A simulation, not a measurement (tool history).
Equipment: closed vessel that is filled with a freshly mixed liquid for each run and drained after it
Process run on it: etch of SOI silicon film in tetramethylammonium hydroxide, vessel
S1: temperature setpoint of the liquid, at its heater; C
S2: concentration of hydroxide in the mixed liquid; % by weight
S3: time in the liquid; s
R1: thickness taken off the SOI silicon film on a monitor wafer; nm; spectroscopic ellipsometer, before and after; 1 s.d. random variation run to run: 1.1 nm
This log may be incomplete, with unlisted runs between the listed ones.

run	hour	S1	S2	S3	R1
1	0	61	15.5	30	108.17
2	5.5	61.5	15.5	30	112.49
3	8.2	62	15.5	30	115.87
4	15.6	62	17	30	112.52
5	23.6	62	17	30	111.56
6	29	62	19.5	30	104.54

What will run 7 give?
7	31.1	63	19.5	30	?

R1: 111.36 nm

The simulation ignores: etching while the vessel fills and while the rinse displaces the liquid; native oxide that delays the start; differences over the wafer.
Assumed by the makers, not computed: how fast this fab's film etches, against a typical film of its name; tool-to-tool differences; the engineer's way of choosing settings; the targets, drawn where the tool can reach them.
